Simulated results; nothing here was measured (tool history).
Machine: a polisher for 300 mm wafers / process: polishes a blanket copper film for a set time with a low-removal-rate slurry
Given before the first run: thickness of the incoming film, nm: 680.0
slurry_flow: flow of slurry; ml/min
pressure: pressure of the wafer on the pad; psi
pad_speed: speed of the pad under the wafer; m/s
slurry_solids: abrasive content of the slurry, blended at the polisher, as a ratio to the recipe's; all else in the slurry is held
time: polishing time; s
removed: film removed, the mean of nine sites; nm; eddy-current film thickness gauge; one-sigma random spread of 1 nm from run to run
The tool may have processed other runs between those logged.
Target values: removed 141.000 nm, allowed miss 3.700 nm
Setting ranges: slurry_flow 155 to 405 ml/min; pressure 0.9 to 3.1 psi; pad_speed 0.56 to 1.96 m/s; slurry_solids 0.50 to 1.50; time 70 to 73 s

Run 1, day 0.000: slurry_flow 260 ml/min, pressure 2.0 psi, pad_speed 1.26 m/s, slurry_solids 1.00, time 70 s. Result: removed 170.960 nm.
Run 2, day 0.067: slurry_flow 260 ml/min, pressure 2.0 psi, pad_speed 0.96 m/s, slurry_solids 1.00, time 70 s. Result: removed 131.950 nm.
Run 3, day 0.442: slurry_flow 260 ml/min, pressure 2.0 psi, pad_speed 0.74 m/s, slurry_solids 1.00, time 70 s. Result: removed 102.710 nm.
Run 4, day 0.700: slurry_flow 260 ml/min, pressure 2.0 psi, pad_speed 0.74 m/s, slurry_solids 0.90, time 70 s. Result: removed 99.526 nm.
Run 5, day 0.900: slurry_flow 260 ml/min, pressure 2.1 psi, pad_speed 0.74 m/s, slurry_solids 0.90, time 70 s. Result: removed 104.710 nm.
Run 6, day 0.950: slurry_flow 260 ml/min, pressure 2.1 psi, pad_speed 0.74 m/s, slurry_solids 0.75, time 70 s. Result: removed 97.034 nm.
Run 7, day 1.000: slurry_flow 260 ml/min, pressure 2.1 psi, pad_speed 0.74 m/s, slurry_solids 0.75, time 70 s. Result: removed 98.366 nm.
Run 8, day 1.125: slurry_flow 260 ml/min, pressure 2.2 psi, pad_speed 0.74 m/s, slurry_solids 0.75, time 70 s. Result: removed 101.780 nm.
Run 9, day 1.196: slurry_flow 260 ml/min, pressure 2.3 psi, pad_speed 0.74 m/s, slurry_solids 0.75, time 70 s. Result: removed 107.670 nm.
Run 10, day 1.450: slurry_flow 275 ml/min, pressure 2.9 psi, pad_speed 0.74 m/s, slurry_solids 0.75, time 70 s. Result: removed 135.280 nm.

Exactly one of the 4 candidate moves below puts every result within its allowed miss. Which one?
Run A, day 1.704: slurry_flow 320 ml/min, pressure 3.1 psi, pad_speed 0.64 m/s, slurry_solids 0.70, time 72 s. Result: removed ?.
Run B, day 1.704: slurry_flow 270 ml/min, pressure 2.5 psi, pad_speed 0.86 m/s, slurry_solids 0.80, time 71 s. Result: removed ?.
Run C, day 1.704: slurry_flow 260 ml/min, pressure 2.7 psi, pad_speed 0.70 m/s, slurry_solids 0.85, time 73 s. Result: removed ?.
Run D, day 1.704: slurry_flow 285 ml/min, pressure 3.1 psi, pad_speed 0.72 m/s, slurry_solids 0.85, time 73 s. Result: removed ?.

move  removed
   A  128.650
   B  140.430
   C  130.090
   D  154.480
A: moves away from the targets compared with the last run
B: all results in spec
C: moves away from the targets compared with the last run
D: takes the biggest miss from the last run beyond its target
B is the move that brings every result within its allowed miss.

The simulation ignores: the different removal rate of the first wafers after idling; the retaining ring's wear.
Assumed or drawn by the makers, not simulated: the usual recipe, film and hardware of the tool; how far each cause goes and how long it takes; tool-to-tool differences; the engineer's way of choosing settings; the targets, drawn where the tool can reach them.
